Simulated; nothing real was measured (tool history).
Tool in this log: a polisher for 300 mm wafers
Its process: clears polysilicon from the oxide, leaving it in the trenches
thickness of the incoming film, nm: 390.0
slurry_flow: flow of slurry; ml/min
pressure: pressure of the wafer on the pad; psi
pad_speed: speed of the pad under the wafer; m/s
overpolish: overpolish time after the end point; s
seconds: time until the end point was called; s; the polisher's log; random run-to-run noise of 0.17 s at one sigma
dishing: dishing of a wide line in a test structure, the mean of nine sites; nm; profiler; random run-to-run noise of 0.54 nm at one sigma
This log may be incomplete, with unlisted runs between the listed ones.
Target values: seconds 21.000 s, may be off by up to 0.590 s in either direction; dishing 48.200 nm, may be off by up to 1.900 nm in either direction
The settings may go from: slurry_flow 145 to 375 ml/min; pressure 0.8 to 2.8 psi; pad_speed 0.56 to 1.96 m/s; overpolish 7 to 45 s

Run 1, hour 0.0: slurry_flow 240 ml/min, pressure 1.8 psi, pad_speed 1.26 m/s, overpolish 23 s. Result: seconds 32.718 s, dishing 47.191 nm.
Run 2, hour 2.7: slurry_flow 245 ml/min, pressure 2.0 psi, pad_speed 1.26 m/s, overpolish 24 s. Result: seconds 30.610 s, dishing 48.915 nm.
Run 3, hour 7.0: slurry_flow 275 ml/min, pressure 2.0 psi, pad_speed 1.26 m/s, overpolish 24 s. Result: seconds 30.346 s, dishing 48.756 nm.
Run 4, hour 10.0: slurry_flow 250 ml/min, pressure 2.2 psi, pad_speed 1.30 m/s, overpolish 19 s. Result: seconds 26.962 s, dishing 47.157 nm.
Run 5, hour 14.3: slurry_flow 250 ml/min, pressure 2.4 psi, pad_speed 1.30 m/s, overpolish 20 s. Result: seconds 25.357 s, dishing 49.128 nm.
Run 6, hour 16.6: slurry_flow 250 ml/min, pressure 2.4 psi, pad_speed 1.30 m/s, overpolish 13 s. Result: seconds 25.079 s, dishing 46.586 nm.
Run 7, hour 21.6: slurry_flow 250 ml/min, pressure 2.5 psi, pad_speed 1.30 m/s, overpolish 13 s. Result: seconds 24.671 s, dishing 47.393 nm.
Run 8, hour 27.8: slurry_flow 250 ml/min, pressure 2.6 psi, pad_speed 1.32 m/s, overpolish 13 s. Result: seconds 23.350 s, dishing 47.462 nm.
Run 9, hour 31.6: slurry_flow 250 ml/min, pressure 2.7 psi, pad_speed 1.34 m/s, overpolish 13 s. Result: seconds 22.621 s, dishing 48.010 nm.
Run 10, hour 40.1: slurry_flow 250 ml/min, pressure 2.7 psi, pad_speed 1.36 m/s, overpolish 13 s. Result: seconds 22.174 s, dishing 47.375 nm.
Run 11, hour 41.6: slurry_flow 250 ml/min, pressure 2.7 psi, pad_speed 1.36 m/s, overpolish 14 s. Result: seconds 22.200 s, dishing 49.010 nm.
Run 12, hour 48.3: slurry_flow 250 ml/min, pressure 2.7 psi, pad_speed 1.36 m/s, overpolish 13 s. Result: seconds 22.202 s, dishing 47.293 nm.
Run 13, hour 55.1: slurry_flow 250 ml/min, pressure 2.7 psi, pad_speed 1.36 m/s, overpolish 14 s. Result: seconds 22.072 s, dishing 47.506 nm.
Run 14, hour 55.9: slurry_flow 250 ml/min, pressure 2.7 psi, pad_speed 1.36 m/s, overpolish 15 s. Result: seconds 22.017 s, dishing 47.760 nm.

Which of these 5 next moves meets every target?
Run A, hour 56.7: slurry_flow 250 ml/min, pressure 2.8 psi, pad_speed 1.28 m/s, overpolish 21 s. Result: seconds ?, dishing ?.
Run B, hour 56.7: slurry_flow 255 ml/min, pressure 2.8 psi, pad_speed 1.38 m/s, overpolish 45 s. Result: seconds ?, dishing ?.
Run C, hour 56.7: slurry_flow 150 ml/min, pressure 2.4 psi, pad_speed 1.66 m/s, overpolish 7 s. Result: seconds ?, dishing ?.
Run D, hour 56.7: slurry_flow 250 ml/min, pressure 2.7 psi, pad_speed 1.34 m/s, overpolish 16 s. Result: seconds ?, dishing ?.
Run E, hour 56.7: slurry_flow 280 ml/min, pressure 2.8 psi, pad_speed 1.48 m/s, overpolish 16 s. Result: seconds ?, dishing ?.

move  seconds  dishing
   A   22.318   47.710
   B   20.709   47.750
   C   20.681   43.995
   D   21.993   47.548
   E   19.193   47.659
A: lands further from the targets than the last run did
B: in spec on every target
C: the furthest-off result lands on target, but another misses its tolerance
D: neither nearer nor further off than the last run
E: takes the biggest miss from the last run beyond its target
The move that meets every target is B.
